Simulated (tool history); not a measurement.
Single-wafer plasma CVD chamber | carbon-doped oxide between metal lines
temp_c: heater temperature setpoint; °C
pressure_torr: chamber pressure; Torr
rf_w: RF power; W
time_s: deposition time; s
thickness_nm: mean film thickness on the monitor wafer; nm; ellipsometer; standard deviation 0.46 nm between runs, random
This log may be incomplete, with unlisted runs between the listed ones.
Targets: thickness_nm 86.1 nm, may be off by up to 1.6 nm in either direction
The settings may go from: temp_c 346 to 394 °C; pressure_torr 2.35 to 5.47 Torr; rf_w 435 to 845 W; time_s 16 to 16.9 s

run  hour  temp_c  pressure_torr  rf_w  time_s  thickness_nm
  1     0     370           3.91   640    16.9        96.243
  2   1.4     370           4.56   640    16.9        96.515
  3   5.2     370           4.56   640      16        91.469
  4  11.7     377           4.56   640      16        90.437
  5  18.4     386           4.56   640      16        89.286
  6  24.2     386           4.56   635      16         88.26
  7  24.8     386           4.55   630      16        89.273
  8  31.4     386           4.55   625      16        87.845
  9  34.4     386           4.55   620      16        88.079

Which single option among these 5 for the next run brings every result within its allowed miss of target? Just one does.
  A  37.4     394           4.27   675      16             ?
  B  37.4     387           4.44   580    16.3             ?
  C  37.4     384           4.92   625    16.4             ?
  D  37.4     390           4.32   630    16.5             ?
  E  37.4     389           4.33   650    16.3             ?

move  thickness_nm
   A        89.498
   B        85.964
   C        91.012
   D        89.884
   E        90.359
A: its largest miss is bigger than the last run's
B: all results in spec
C: its largest miss is bigger than the last run's
D: its largest miss is bigger than the last run's
E: its largest miss is bigger than the last run's
Correct choice: B, which meets every target
